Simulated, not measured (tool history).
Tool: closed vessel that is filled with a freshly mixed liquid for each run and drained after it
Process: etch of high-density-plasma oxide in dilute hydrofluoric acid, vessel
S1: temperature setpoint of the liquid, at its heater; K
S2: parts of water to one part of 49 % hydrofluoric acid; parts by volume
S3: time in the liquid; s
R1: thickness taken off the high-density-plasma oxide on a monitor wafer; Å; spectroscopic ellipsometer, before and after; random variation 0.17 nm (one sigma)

run	hour	S1	S2	S3	R1
1	0	296.15	80	105	119.37
2	4.1	297.15	75	105	133.64
3	11.5	297.15	65	105	155.29
4	16.1	299.65	65	105	168.82
5	21.6	296.65	65	105	151.66
6	27.3	296.65	65	105	151.74
7	34	297.65	65	105	156.88
8	42.2	298.15	65	105	161.17
9	47.1	298.65	65	105	164

Forecast run 10:
10	50.3	299.15	65	105	?

Run 10 gave R1 167.53 Å.
